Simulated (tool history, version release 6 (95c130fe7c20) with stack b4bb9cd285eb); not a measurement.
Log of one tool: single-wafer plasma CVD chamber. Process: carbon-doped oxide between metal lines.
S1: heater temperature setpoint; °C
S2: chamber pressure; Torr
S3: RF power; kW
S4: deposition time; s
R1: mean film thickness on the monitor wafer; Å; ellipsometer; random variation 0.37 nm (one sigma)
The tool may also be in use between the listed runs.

run  hour   S1    S2     S3    S4       R1
  1   0.0  345  4.70  0.540  18.8   916.05
  2   3.0  345  4.70  0.540  18.8   916.67
  3   8.7  345  4.70  0.610  18.8   981.57
  4  17.6  345  4.70  0.610  18.8   993.32
  5  25.6  345  4.70  0.685  18.8  1051.40
  6  26.3  345  4.70  0.685  19.4  1088.10
  7  34.4  348  4.34  0.615  19.2   988.14

Forecast run 8:
  8  39.7  351  3.98  0.575  19.1   ?

{"run 8": {"R1": 923.27}}

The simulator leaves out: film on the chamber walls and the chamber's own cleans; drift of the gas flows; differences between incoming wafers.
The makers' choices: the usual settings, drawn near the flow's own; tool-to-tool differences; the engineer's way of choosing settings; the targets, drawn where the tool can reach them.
